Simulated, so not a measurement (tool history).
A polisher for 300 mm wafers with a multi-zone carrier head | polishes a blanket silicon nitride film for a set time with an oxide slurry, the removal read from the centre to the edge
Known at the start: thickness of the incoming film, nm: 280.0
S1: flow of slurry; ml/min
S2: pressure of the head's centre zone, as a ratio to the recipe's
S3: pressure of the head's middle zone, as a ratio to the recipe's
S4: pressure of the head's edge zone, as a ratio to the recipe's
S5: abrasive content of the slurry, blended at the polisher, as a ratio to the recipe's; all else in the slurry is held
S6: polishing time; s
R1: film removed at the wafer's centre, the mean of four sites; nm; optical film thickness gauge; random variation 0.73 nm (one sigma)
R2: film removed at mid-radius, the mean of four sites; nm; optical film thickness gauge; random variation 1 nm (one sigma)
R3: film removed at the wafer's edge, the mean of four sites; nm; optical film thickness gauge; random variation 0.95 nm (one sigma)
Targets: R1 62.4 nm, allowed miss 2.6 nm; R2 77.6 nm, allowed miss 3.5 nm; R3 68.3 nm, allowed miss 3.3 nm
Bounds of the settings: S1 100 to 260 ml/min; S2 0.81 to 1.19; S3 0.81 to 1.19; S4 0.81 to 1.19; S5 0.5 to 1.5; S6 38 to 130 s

run 1 hour=0 | S1=165 S2=1 S3=1 S4=1 S5=1 S6=84 | R1=45.61 R2=46.574 R3=46.896
run 2 hour=3.3 | S1=165 S2=1 S3=1 S4=1.07 S5=1 S6=84 | R1=45.852 R2=45.593 R3=47.706
run 3 hour=9.2 | S1=170 S2=0.99 S3=1.02 S4=1.07 S5=1.05 S6=85 | R1=47.67 R2=48.148 R3=49.403
run 4 hour=17.8 | S1=170 S2=0.99 S3=1.02 S4=1.07 S5=0.85 S6=85 | R1=40.907 R2=41.244 R3=41.177
run 5 hour=20.7 | S1=170 S2=0.99 S3=1.02 S4=1.07 S5=0.95 S6=85 | R1=44.978 R2=45.257 R3=44.94
run 6 hour=22.4 | S1=165 S2=0.98 S3=1.04 S4=1.06 S5=1 S6=86 | R1=46.01 R2=47.892 R3=47.507
run 7 hour=25.4 | S1=165 S2=0.97 S3=1.06 S4=1.05 S5=1.05 S6=86 | R1=46.335 R2=49.422 R3=48.6
run 8 hour=28.2 | S1=165 S2=0.97 S3=1.08 S4=1.04 S5=1.1 S6=87 | R1=48.406 R2=52.513 R3=50.462
run 9 hour=34.8 | S1=210 S2=0.92 S3=1.18 S4=1.09 S5=1.35 S6=91 | R1=55.059 R2=66.925 R3=60.53
run 10 hour=42.5 | S1=210 S2=0.92 S3=1.18 S4=1.09 S5=1.35 S6=92 | R1=57.875 R2=68.457 R3=62.906
run 11 hour=50.2 | S1=210 S2=0.91 S3=1.18 S4=1.08 S5=1.35 S6=92 | R1=55.995 R2=68.68 R3=62.466
run 12 hour=57.2 | S1=210 S2=0.91 S3=1.18 S4=1.07 S5=1.35 S6=92 | R1=55.666 R2=67.753 R3=62.404
run 13 hour=57.8 | S1=215 S2=0.91 S3=1.19 S4=1.05 S5=1.45 S6=94 | R1=59.081 R2=69.664 R3=64.24
run 14 hour=59.1 | S1=220 S2=0.91 S3=1.19 S4=1.06 S5=1.45 S6=95 | R1=59.829 R2=71.749 R3=67.031
run 15 hour=63.1 | S1=220 S2=0.91 S3=1.19 S4=1.07 S5=1.4 S6=96 | R1=60.779 R2=73.928 R3=66.922
run 16 hour=64.5 | S1=230 S2=0.91 S3=1.19 S4=1.07 S5=1.35 S6=97 | R1=59.58 R2=72.087 R3=64.484
run 17 hour=69.3 | S1=235 S2=0.91 S3=1.19 S4=1.08 S5=1.35 S6=97 | R1=60.148 R2=71.138 R3=68.727
run 18 hour=72.4 | S1=230 S2=0.91 S3=1.19 S4=1.08 S5=1.35 S6=97 | R1=60.652 R2=71.784 R3=67.519
run 19 hour=74.2 | S1=225 S2=0.91 S3=1.19 S4=1.08 S5=1.35 S6=97 | R1=60.029 R2=71.526 R3=66.361
run 20 hour=82.9 | S1=220 S2=0.91 S3=1.19 S4=1.08 S5=1.35 S6=97 | R1=58.708 R2=73.017 R3=65.771
run 21 hour=91.6 | S1=210 S2=0.93 S3=1.19 S4=1.1 S5=1.35 S6=98 | R1=61.536 R2=74.016 R3=66.244

Which of these 5 next moves meets every target?
run A hour=100.3 | S1=210 S2=0.98 S3=1.16 S4=1.02 S5=1.35 S6=96 | R1=? R2=? R3=?
run B hour=100.3 | S1=220 S2=0.99 S3=1.17 S4=1.08 S5=1.35 S6=94 | R1=? R2=? R3=?
run C hour=100.3 | S1=260 S2=0.84 S3=0.94 S4=0.98 S5=1.5 S6=102 | R1=? R2=? R3=?
run D hour=100.3 | S1=175 S2=1.03 S3=1.19 S4=1.09 S5=1.25 S6=99 | R1=? R2=? R3=?
run E hour=100.3 | S1=175 S2=0.9 S3=1.19 S4=1.04 S5=1.25 S6=110 | R1=? R2=? R3=?

move=A R1=62.118 R2=70.869 R3=64.107
move=B R1=61.824 R2=70.141 R3=64.825
move=C R1=60.694 R2=71.138 R3=71.387
move=D R1=63.239 R2=69.889 R3=64.673
move=E R1=61.331 R2=77.714 R3=70.198
A: further off than the last run
B: further off than the last run
C: further off than the last run
D: further off than the last run
E: meets every target
Move E is the one to make.

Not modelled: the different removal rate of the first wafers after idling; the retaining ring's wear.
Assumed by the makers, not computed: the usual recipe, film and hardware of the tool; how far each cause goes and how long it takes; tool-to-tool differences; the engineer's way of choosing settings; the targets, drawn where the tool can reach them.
